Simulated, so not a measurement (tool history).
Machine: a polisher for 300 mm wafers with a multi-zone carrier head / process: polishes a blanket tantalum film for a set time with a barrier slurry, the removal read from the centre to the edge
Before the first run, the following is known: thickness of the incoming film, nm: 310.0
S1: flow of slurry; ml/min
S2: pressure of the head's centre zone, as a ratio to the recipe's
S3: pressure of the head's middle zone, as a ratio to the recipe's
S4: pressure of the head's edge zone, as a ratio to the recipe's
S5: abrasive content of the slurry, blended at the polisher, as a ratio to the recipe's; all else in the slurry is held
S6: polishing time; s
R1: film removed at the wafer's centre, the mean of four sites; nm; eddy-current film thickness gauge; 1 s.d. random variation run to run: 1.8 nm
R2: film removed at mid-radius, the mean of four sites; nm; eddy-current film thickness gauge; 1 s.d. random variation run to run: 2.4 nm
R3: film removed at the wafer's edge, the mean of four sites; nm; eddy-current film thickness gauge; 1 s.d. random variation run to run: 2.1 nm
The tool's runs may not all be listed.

| run | hour | S1 | S2 | S3 | S4 | S5 | S6 | R1 | R2 | R3 |
|---|---|---|---|---|---|---|---|---|---|---|
| 1 | 0 | 310 | 1 | 1 | 1 | 1 | 48 | 124.73 | 130.94 | 129.38 |
| 2 | 1.1 | 310 | 1 | 1 | 1 | 1.2 | 48 | 135.35 | 139.32 | 137.4 |
| 3 | 5.9 | 310 | 1 | 0.93 | 1 | 1.2 | 48 | 139.37 | 131.47 | 138.85 |
| 4 | 12 | 310 | 1 | 0.93 | 1 | 1 | 48 | 127.67 | 123.41 | 129.63 |
| 5 | 12.8 | 310 | 1 | 0.93 | 0.96 | 1 | 48 | 128.09 | 124.72 | 127.07 |
| 6 | 16.5 | 380 | 1 | 0.93 | 0.96 | 1 | 48 | 130.04 | 127.26 | 129.6 |
| 7 | 24.6 | 385 | 0.97 | 0.96 | 0.99 | 1.1 | 50 | 136.94 | 140.28 | 140.05 |
| 8 | 29.4 | 375 | 0.94 | 0.97 | 1.02 | 1.2 | 52 | 142.6 | 149.04 | 152.66 |
| 9 | 35.6 | 370 | 0.92 | 0.99 | 1.04 | 1.25 | 54 | 142.57 | 158.92 | 162.61 |
| 10 | 40.9 | 365 | 0.92 | 1.01 | 1.06 | 1.3 | 55 | 149.39 | 168.6 | 166.11 |
| 11 | 48.4 | 360 | 0.9 | 1.01 | 1.07 | 1.35 | 56 | 147.4 | 175.53 | 173.74 |

What does the tool deliver on the next run?
| 12 | 53.9 | 360 | 0.9 | 1.01 | 1.08 | 1.4 | 57 | ? | ? | ? |

Run 12 measured R1 153.66 nm, R2 174.64 nm, R3 178.63 nm.

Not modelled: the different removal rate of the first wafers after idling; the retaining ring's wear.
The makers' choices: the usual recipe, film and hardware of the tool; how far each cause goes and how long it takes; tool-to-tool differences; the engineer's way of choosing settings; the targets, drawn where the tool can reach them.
